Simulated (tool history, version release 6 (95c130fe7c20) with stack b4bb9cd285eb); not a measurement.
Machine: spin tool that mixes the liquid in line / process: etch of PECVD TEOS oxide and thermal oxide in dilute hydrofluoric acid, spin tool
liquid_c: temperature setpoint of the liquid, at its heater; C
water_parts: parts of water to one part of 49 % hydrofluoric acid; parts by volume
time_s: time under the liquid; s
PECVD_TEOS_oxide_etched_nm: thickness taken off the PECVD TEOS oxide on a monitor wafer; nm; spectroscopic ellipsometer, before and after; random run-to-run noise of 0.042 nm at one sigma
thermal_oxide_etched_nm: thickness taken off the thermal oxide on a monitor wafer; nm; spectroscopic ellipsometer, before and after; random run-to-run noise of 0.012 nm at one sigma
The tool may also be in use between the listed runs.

run  hour  liquid_c  water_parts  time_s  PECVD_TEOS_oxide_etched_nm  thermal_oxide_etched_nm
  1     0        22           85     120                      22.643                   6.2276
  2   2.6        21          100     120                      17.958                   4.9677
  3   4.9        20          110     120                      15.638                   4.2968
  4  13.6        20          125     120                      13.452                   3.7036
  5  18.1      19.5          130     115                      12.222                   3.3387
  6  24.4        19          135     110                      10.846                     2.97
  7  29.9      18.5          140     105                      9.7304                   2.6976
  8  35.3      18.5          140     105                      9.7037                   2.7106
  9  43.8      18.5          140     100                      9.3891                   2.5743

Run 10, settings as shown, results not yet in. Your forecast:
 10  46.7        18          140     100                           ?                        ?

{"run 10": {"PECVD_TEOS_oxide_etched_nm": 9.1327, "thermal_oxide_etched_nm": 2.4924}}
